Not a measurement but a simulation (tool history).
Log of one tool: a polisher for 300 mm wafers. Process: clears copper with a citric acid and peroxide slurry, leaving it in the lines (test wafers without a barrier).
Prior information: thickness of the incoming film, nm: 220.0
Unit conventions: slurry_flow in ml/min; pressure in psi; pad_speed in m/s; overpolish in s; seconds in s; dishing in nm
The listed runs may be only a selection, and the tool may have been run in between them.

run	hour	slurry_flow	pressure	pad_speed	slurry_solids	overpolish	seconds	dishing
1	0	170	2.3	1.08	1	8	84.969	13.693
2	4.6	170	2.3	1.08	1	5	87.335	9.1497
3	8.6	170	2.4	1.12	1	4	82.333	7.6649
4	10.1	170	2.4	1.12	1	2	81.635	3.99
5	15.3	170	2	1.12	1	2	91.865	3.475
6	21.6	170	2	1.12	0.9	2	93.319	3.2494

What does the tool deliver on the next run?
7	25.6	170	2.2	1.16	0.8	2	?	?

{"run 7": {"seconds": 89.143, "dishing": 3.4526}}

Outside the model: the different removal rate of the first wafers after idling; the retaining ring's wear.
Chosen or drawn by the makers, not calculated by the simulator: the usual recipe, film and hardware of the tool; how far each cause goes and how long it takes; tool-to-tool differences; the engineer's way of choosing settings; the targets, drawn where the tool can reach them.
